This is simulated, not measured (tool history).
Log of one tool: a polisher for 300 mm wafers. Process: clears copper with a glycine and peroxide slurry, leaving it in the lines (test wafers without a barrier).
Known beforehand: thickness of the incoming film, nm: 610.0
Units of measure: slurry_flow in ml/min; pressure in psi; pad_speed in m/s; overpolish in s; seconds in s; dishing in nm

run  hour  slurry_flow  pressure  pad_speed  overpolish  seconds  dishing
  1     0          135       3.3       1.02          21   96.483   80.713
  2   1.8          135       2.5       1.02          21   121.45   66.731
  3   5.1          135       2.5       1.02          27   124.27   82.733
  4   7.6          130       2.4       1.02          23    131.2     67.5
  5   8.7          130       2.4       1.02          26   129.08    75.38
  6  12.4          130       2.4       1.02          20   128.86   61.308

Forecast run 7:
  7  13.9          125       2.4       1.02          17        ?        ?

{"run 7": {"seconds": 130.62, "dishing": 51.937}}
